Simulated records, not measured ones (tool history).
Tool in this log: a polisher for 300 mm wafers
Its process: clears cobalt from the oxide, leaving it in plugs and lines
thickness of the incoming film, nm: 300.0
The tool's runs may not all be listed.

run,hour,flow of slurry (ml/min),pressure of the wafer on the pad (kPa),speed of the pad under the wafer (cm/s),overpolish time after the end point (s),time until the end point was called (s),dishing of a wide line in a test structure (nm)
1,0.0,305,12.4,100,9,52.443,37.2090
2,7.1,305,12.4,100,6,52.467,26.9780
3,8.6,305,11.0,94,6,62.404,23.5600
4,15.1,250,11.0,94,6,63.933,22.1920
5,17.9,245,10.3,90,6,72.356,20.5610
6,18.7,240,9.7,88,6,77.161,19.5010
7,24.2,235,6.2,66,5,153.330,8.3984
8,27.6,230,8.3,66,7,117.670,15.0540
9,33.5,240,8.3,66,7,119.030,14.8490

Run 10 has not been measured yet. What should we expect?
10,34.4,245,8.3,68,6,?,?

Run 10 gave time until the end point was called (s) 112.940, dishing of a wide line in a test structure (nm) 13.5710.
